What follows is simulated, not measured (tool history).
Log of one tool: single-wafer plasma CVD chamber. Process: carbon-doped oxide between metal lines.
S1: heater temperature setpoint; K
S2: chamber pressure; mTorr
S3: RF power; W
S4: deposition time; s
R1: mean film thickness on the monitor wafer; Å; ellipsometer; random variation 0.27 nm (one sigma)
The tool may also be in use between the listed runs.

run 1 day=0 | S1=623.15 S2=5980 S3=545 S4=8.04 | R1=456
run 2 day=0.358 | S1=623.15 S2=5980 S3=510 S4=8.04 | R1=439.34
run 3 day=0.721 | S1=622.15 S2=6080 S3=525 S4=8.04 | R1=451.29
run 4 day=1.021 | S1=622.15 S2=5290 S3=525 S4=8.04 | R1=437.2
run 5 day=1.142 | S1=622.15 S2=6290 S3=525 S4=8.04 | R1=453.24
run 6 day=1.396 | S1=621.15 S2=6490 S3=535 S4=8.04 | R1=462.33
run 7 day=1.6 | S1=620.15 S2=6670 S3=545 S4=8.04 | R1=467.49

The next listed run, before its measurement:
run 8 day=1.733 | S1=619.15 S2=6800 S3=555 S4=8.04 | R1=?

Run 8 gave R1 474.77 Å.
